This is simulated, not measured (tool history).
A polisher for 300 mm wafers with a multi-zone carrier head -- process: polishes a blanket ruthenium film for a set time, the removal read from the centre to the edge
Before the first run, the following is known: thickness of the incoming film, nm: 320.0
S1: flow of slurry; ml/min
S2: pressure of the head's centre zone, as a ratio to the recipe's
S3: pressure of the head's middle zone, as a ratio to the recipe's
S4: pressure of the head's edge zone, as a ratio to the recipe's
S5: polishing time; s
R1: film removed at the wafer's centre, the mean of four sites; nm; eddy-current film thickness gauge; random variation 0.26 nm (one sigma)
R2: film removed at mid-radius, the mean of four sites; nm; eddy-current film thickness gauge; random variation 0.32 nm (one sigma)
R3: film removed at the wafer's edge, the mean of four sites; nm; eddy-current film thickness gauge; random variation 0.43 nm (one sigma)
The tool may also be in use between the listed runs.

run  hour   S1    S2    S3    S4  S5      R1      R2      R3
  1   0.0  165  1.00  1.00  1.00  41  48.116  47.632  47.727
  2   2.8  165  0.95  1.00  1.00  41  46.737  47.808  49.493
  3   8.9  165  0.95  1.00  1.00  36  40.614  42.020  42.570
  4  14.6  160  0.96  0.99  0.98  35  39.589  39.891  40.435
  5  18.1  185  0.96  0.99  0.98  35  41.108  41.385  41.583
  6  20.6  225  0.96  0.99  0.98  35  41.567  42.720  42.617
  7  26.0  175  0.96  0.89  0.88  30  34.364  32.406  33.702

Run 8 comes next. What will it give?
  8  32.8  185  0.97  0.89  0.88  30   ?   ?   ?

{"run 8": {"R1": 35.034, "R2": 32.534, "R3": 34.092}}
